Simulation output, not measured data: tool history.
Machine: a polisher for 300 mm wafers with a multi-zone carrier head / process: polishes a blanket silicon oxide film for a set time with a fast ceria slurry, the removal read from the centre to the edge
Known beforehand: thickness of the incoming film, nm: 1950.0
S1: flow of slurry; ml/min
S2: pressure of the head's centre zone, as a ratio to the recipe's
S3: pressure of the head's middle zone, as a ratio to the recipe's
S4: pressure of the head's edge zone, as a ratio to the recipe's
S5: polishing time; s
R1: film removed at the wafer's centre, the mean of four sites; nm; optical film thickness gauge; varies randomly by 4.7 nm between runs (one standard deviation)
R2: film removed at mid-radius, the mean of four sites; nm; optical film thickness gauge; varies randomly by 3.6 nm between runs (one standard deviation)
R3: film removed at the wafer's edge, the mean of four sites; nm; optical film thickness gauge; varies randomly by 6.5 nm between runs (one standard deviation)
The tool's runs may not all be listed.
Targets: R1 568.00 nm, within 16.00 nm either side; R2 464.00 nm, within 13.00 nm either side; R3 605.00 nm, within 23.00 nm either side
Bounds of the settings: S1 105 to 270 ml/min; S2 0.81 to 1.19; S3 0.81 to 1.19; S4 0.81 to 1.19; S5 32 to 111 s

run 1 hour=0.0 | S1=175 S2=1.00 S3=1.00 S4=1.00 S5=71 | R1=775.42 R2=751.81 R3=788.09
run 2 hour=2.8 | S1=170 S2=1.00 S3=0.98 S4=1.01 S5=69 | R1=736.19 R2=718.34 R3=770.53
run 3 hour=5.3 | S1=170 S2=1.01 S3=0.96 S4=1.02 S5=67 | R1=723.77 R2=687.00 R3=766.18
run 4 hour=9.4 | S1=170 S2=1.08 S3=0.96 S4=1.02 S5=67 | R1=781.60 R2=690.67 R3=753.42
run 5 hour=13.5 | S1=170 S2=1.00 S3=0.96 S4=1.02 S5=67 | R1=727.50 R2=680.66 R3=754.14
run 6 hour=19.8 | S1=170 S2=1.00 S3=1.04 S4=1.02 S5=67 | R1=719.10 R2=731.38 R3=757.78
-- hour=21.6 worn pad replaced by a new one
run 7 hour=21.6 | S1=165 S2=1.00 S3=1.01 S4=1.02 S5=65 | R1=744.21 R2=734.78 R3=753.95
run 8 hour=22.4 | S1=175 S2=1.00 S3=0.99 S4=1.01 S5=64 | R1=729.17 R2=718.87 R3=762.61
run 9 hour=27.2 | S1=125 S2=1.05 S3=0.89 S4=1.01 S5=45 | R1=496.42 R2=430.60 R3=507.97
run 10 hour=31.7 | S1=135 S2=1.05 S3=0.89 S4=1.03 S5=45 | R1=505.51 R2=432.00 R3=515.72
run 11 hour=33.0 | S1=140 S2=1.05 S3=0.89 S4=1.05 S5=45 | R1=514.59 R2=434.31 R3=528.01
run 12 hour=35.5 | S1=145 S2=1.05 S3=0.89 S4=1.06 S5=45 | R1=520.52 R2=437.42 R3=527.52
run 13 hour=43.7 | S1=150 S2=1.04 S3=0.89 S4=1.07 S5=45 | R1=518.67 R2=441.95 R3=522.80
run 14 hour=49.5 | S1=145 S2=1.04 S3=0.88 S4=1.08 S5=46 | R1=517.78 R2=441.05 R3=546.58
run 15 hour=53.2 | S1=150 S2=1.04 S3=0.88 S4=1.09 S5=46 | R1=516.51 R2=455.39 R3=548.88
run 16 hour=57.6 | S1=150 S2=1.05 S3=0.87 S4=1.10 S5=46 | R1=535.18 R2=448.12 R3=555.14
run 17 hour=64.4 | S1=150 S2=1.05 S3=0.87 S4=1.11 S5=46 | R1=541.30 R2=451.32 R3=552.85
run 18 hour=69.6 | S1=150 S2=1.05 S3=0.86 S4=1.12 S5=46 | R1=533.54 R2=441.53 R3=554.27
run 19 hour=70.8 | S1=150 S2=1.05 S3=0.86 S4=1.13 S5=46 | R1=533.51 R2=445.20 R3=556.38
run 20 hour=72.2 | S1=155 S2=1.05 S3=0.86 S4=1.14 S5=46 | R1=540.52 R2=442.93 R3=559.99
run 21 hour=76.4 | S1=155 S2=1.05 S3=0.86 S4=1.15 S5=46 | R1=542.28 R2=447.73 R3=567.56
run 22 hour=81.0 | S1=165 S2=1.04 S3=0.85 S4=1.17 S5=47 | R1=549.22 R2=455.49 R3=593.73
run 23 hour=83.4 | S1=165 S2=1.04 S3=0.85 S4=1.17 S5=47 | R1=552.36 R2=455.89 R3=589.34
run 24 hour=92.0 | S1=165 S2=1.04 S3=0.85 S4=1.17 S5=47 | R1=545.31 R2=454.66 R3=596.73

Pick the move, out of 5, that brings all results within their allowed miss; only one does.
run A hour=100.6 | S1=185 S2=1.01 S3=0.87 S4=1.17 S5=45 | R1=? R2=? R3=?
run B hour=100.6 | S1=155 S2=1.06 S3=0.85 S4=1.18 S5=49 | R1=? R2=? R3=?
run C hour=100.6 | S1=185 S2=1.05 S3=0.89 S4=1.10 S5=48 | R1=? R2=? R3=?
run D hour=100.6 | S1=145 S2=1.01 S3=0.82 S4=1.15 S5=49 | R1=? R2=? R3=?
run E hour=100.6 | S1=170 S2=1.06 S3=0.89 S4=1.15 S5=45 | R1=? R2=? R3=?

move=A R1=530.41 R2=452.62 R3=571.78
move=B R1=580.44 R2=468.42 R3=611.40
move=C R1=584.62 R2=491.89 R3=590.72
move=D R1=548.75 R2=448.88 R3=597.70
move=E R1=543.65 R2=454.54 R3=560.64
A: moves away from the targets compared with the last run
B: every result within its allowed miss
C: takes the biggest miss from the last run beyond its target
D: an improvement on the last run, though not all results are within tolerance
E: moves away from the targets compared with the last run
B is the move that brings every result within its allowed miss.

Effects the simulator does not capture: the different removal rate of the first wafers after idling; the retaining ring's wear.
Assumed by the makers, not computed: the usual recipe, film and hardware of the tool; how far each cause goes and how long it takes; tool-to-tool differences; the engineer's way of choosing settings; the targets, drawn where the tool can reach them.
